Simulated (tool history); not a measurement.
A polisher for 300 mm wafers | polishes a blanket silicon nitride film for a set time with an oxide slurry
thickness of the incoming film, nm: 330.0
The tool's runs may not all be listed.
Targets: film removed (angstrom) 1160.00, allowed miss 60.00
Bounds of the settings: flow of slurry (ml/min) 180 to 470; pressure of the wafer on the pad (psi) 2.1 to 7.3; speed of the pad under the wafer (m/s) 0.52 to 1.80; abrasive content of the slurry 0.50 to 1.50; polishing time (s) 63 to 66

run  hour  flow of slurry (ml/min)  pressure of the wafer on the pad (psi)  speed of the pad under the wafer (m/s)  abrasive content of the slurry  polishing time (s)  film removed (angstrom)
  1   0.0                      300                                     4.7                                    1.16                            1.00                  63                   700.22
  2   7.7                      300                                     4.7                                    1.16                            1.00                  66                   713.87
  3   9.3                      300                                     5.2                                    1.18                            1.00                  66                   811.39
  4  13.8                      300                                     5.6                                    1.20                            1.00                  66                   883.10
  5  21.8                      300                                     5.9                                    1.22                            1.00                  66                   943.78
  6  27.1                      300                                     6.1                                    1.22                            1.00                  66                   951.12
  7  30.5                      300                                     6.1                                    1.22                            1.00                  66                   944.86
  8  37.4                      300                                     6.3                                    1.24                            1.00                  66                  1003.10
  9  39.8                      300                                     6.5                                    1.24                            1.00                  66                  1003.10
 10  47.0                      300                                     6.7                                    1.26                            1.00                  66                  1073.90
 11  55.6                      300                                     6.8                                    1.26                            1.00                  66                  1040.50

5 next moves are on the table. One of them brings every result within its allowed miss. Which?
  A  64.2                      240                                     6.0                                    1.52                            1.10                  66                        ?
  B  64.2                      260                                     7.0                                    1.44                            1.05                  66                        ?
  C  64.2                      260                                     7.3                                    1.44                            1.05                  66                        ?
  D  64.2                      280                                     6.0                                    1.38                            0.90                  66                        ?
  E  64.2                      260                                     6.7                                    1.52                            1.30                  63                        ?

move  film removed (angstrom)
   A                  1165.20
   B                  1258.90
   C                  1307.20
   D                   987.85
   E                  1325.00
A: meets every target
B: takes the result that was furthest off past its target
C: takes the result that was furthest off past its target
D: further off than the last run
E: takes the result that was furthest off past its target
The right move is A.

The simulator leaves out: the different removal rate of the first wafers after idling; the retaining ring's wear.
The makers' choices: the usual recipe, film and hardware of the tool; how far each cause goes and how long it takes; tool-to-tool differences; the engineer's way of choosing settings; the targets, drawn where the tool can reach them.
